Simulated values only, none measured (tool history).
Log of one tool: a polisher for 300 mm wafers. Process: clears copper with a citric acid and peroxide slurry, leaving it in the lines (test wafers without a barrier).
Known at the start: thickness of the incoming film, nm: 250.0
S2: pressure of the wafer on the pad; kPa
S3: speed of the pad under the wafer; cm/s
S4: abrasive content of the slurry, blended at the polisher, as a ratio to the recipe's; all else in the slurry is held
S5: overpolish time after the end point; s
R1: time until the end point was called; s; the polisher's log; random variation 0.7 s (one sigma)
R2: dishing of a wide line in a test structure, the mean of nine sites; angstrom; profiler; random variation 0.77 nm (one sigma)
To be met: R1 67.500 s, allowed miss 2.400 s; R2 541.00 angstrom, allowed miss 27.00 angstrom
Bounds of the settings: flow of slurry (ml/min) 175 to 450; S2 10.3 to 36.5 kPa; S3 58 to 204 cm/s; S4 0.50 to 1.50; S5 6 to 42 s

run 1 hour=0.0 | flow_of_slurry_(ml/min)=290 S2=23.4 S3=130 S4=1.00 S5=21 | R1=79.964 R2=412.08
run 2 hour=2.7 | flow_of_slurry_(ml/min)=290 S2=24.8 S3=130 S4=1.00 S5=22 | R1=75.105 R2=441.38
run 3 hour=4.4 | flow_of_slurry_(ml/min)=290 S2=24.8 S3=130 S4=1.00 S5=18 | R1=75.155 R2=381.68
run 4 hour=12.3 | flow_of_slurry_(ml/min)=290 S2=20.7 S3=130 S4=1.00 S5=18 | R1=89.853 R2=323.35
run 5 hour=19.1 | flow_of_slurry_(ml/min)=290 S2=20.7 S3=130 S4=1.10 S5=18 | R1=89.117 R2=334.96
run 6 hour=21.2 | flow_of_slurry_(ml/min)=290 S2=20.7 S3=130 S4=1.10 S5=24 | R1=85.386 R2=417.09
run 7 hour=26.0 | flow_of_slurry_(ml/min)=290 S2=22.1 S3=130 S4=1.10 S5=24 | R1=82.846 R2=457.86
run 8 hour=32.4 | flow_of_slurry_(ml/min)=295 S2=28.3 S3=134 S4=1.10 S5=21 | R1=64.543 R2=509.01
run 9 hour=36.6 | flow_of_slurry_(ml/min)=295 S2=27.6 S3=134 S4=1.10 S5=22 | R1=64.951 R2=497.90

Which of these 5 next moves meets every target?
run A hour=40.8 | flow_of_slurry_(ml/min)=285 S2=25.5 S3=144 S4=1.05 S5=26 | R1=? R2=?
run B hour=40.8 | flow_of_slurry_(ml/min)=305 S2=28.3 S3=132 S4=1.20 S5=16 | R1=? R2=?
run C hour=40.8 | flow_of_slurry_(ml/min)=290 S2=27.6 S3=118 S4=1.15 S5=30 | R1=? R2=?
run D hour=40.8 | flow_of_slurry_(ml/min)=300 S2=26.9 S3=142 S4=1.15 S5=18 | R1=? R2=?
run E hour=40.8 | flow_of_slurry_(ml/min)=325 S2=24.1 S3=130 S4=1.15 S5=27 | R1=? R2=?

move=A R1=68.042 R2=530.24
move=B R1=62.548 R2=395.08
move=C R1=69.915 R2=579.01
move=D R1=63.365 R2=427.61
move=E R1=74.059 R2=510.35
A: meets every target
B: further off than the last run
C: takes the result that was furthest off past its target
D: further off than the last run
E: further off than the last run
Answer: A
